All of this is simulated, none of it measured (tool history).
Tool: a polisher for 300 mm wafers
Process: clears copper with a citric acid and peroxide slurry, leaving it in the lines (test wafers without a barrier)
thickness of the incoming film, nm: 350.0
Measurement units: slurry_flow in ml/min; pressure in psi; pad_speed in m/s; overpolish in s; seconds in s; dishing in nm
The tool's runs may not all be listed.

| run | hour | slurry_flow | pressure | pad_speed | slurry_solids | overpolish | seconds | dishing |
|---|---|---|---|---|---|---|---|---|
| 1 | 0.0 | 145 | 3.5 | 1.04 | 1.0 | 23 | 139.51 | 27.781 |
| 2 | 8.6 | 150 | 3.7 | 1.04 | 1.0 | 23 | 133.05 | 29.536 |
| 3 | 16.5 | 175 | 3.7 | 1.04 | 1.0 | 23 | 127.32 | 28.918 |
| 4 | 17.2 | 180 | 3.9 | 1.04 | 1.0 | 23 | 120.31 | 29.637 |
| 5 | 25.1 | 180 | 3.4 | 1.04 | 1.0 | 23 | 136.23 | 27.411 |
| 6 | 26.6 | 180 | 4.0 | 1.04 | 1.0 | 23 | 116.71 | 30.755 |
| 7 | 33.7 | 185 | 4.1 | 1.04 | 1.0 | 23 | 118.58 | 31.337 |

Run 8, settings as shown, results not yet in. Your forecast:
| 8 | 36.3 | 185 | 4.3 | 1.04 | 1.0 | 22 | ? | ? |

seconds: 112.00 s
dishing: 30.934 nm
